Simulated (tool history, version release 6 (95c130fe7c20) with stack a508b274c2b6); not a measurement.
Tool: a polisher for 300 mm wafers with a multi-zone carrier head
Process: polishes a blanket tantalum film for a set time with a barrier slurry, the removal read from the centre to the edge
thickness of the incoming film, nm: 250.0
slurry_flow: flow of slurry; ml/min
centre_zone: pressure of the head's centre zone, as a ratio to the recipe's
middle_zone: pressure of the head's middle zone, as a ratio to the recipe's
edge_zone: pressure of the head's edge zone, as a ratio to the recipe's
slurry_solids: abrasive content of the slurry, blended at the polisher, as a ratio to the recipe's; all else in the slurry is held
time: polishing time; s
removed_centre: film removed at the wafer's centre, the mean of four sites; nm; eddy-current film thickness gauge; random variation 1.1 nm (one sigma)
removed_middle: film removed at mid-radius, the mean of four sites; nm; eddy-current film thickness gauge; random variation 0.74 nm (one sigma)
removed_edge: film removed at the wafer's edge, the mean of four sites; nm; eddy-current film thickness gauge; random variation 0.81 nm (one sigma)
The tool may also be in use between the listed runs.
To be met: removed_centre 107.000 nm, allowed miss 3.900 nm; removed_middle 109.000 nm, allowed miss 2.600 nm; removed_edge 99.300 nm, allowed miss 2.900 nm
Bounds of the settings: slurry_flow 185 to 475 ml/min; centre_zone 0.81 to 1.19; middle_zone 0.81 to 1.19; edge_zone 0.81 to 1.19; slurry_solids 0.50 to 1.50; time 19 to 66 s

run  hour  slurry_flow  centre_zone  middle_zone  edge_zone  slurry_solids  time  removed_centre  removed_middle  removed_edge
  1   0.0          305         1.00         1.00       1.00           1.00    42          79.584          82.227        83.198
  2   7.3          345         1.00         1.00       1.00           1.00    42          82.678          82.861        83.915
  3  11.7          345         1.00         1.00       1.00           1.20    42          85.621          87.084        87.997
  4  16.8          345         1.00         1.04       1.00           1.20    42          87.295          89.164        89.681
  5  22.1          345         1.00         1.04       1.00           1.35    42          87.178          91.602        90.915
  6  30.6          355         1.01         1.06       1.00           1.35    42          90.449          94.123        90.510
  7  36.4          365         1.02         1.08       1.02           1.35    42          89.362          95.711        91.707
  8  39.4          370         1.04         1.09       1.03           1.35    42          89.721          95.331        93.064
  9  41.3          375         1.06         1.10       1.02           1.35    42          93.719          96.790        92.008
 10  46.1          410         1.14         1.19       1.12           1.45    42         101.120         104.790        98.037

Which of these 4 next moves meets every target?
  A  50.9          440         1.09         1.19       0.92           1.50    45               ?               ?             ?
  B  50.9          470         1.19         1.19       0.93           1.50    44               ?               ?             ?
  C  50.9          435         1.16         1.16       1.09           1.40    41               ?               ?             ?
  D  50.9          445         1.19         1.19       1.08           1.15    46               ?               ?             ?

move  removed_centre  removed_middle  removed_edge
   A         103.440         113.290        97.127
   B         108.370         111.170        95.740
   C          97.094          99.690        94.601
   D         106.050         108.790       100.820
A: takes the result that was furthest off past its target
B: brings the result that was furthest off to its target, and leaves another outside
C: further off than the last run
D: meets every target
Answer: D

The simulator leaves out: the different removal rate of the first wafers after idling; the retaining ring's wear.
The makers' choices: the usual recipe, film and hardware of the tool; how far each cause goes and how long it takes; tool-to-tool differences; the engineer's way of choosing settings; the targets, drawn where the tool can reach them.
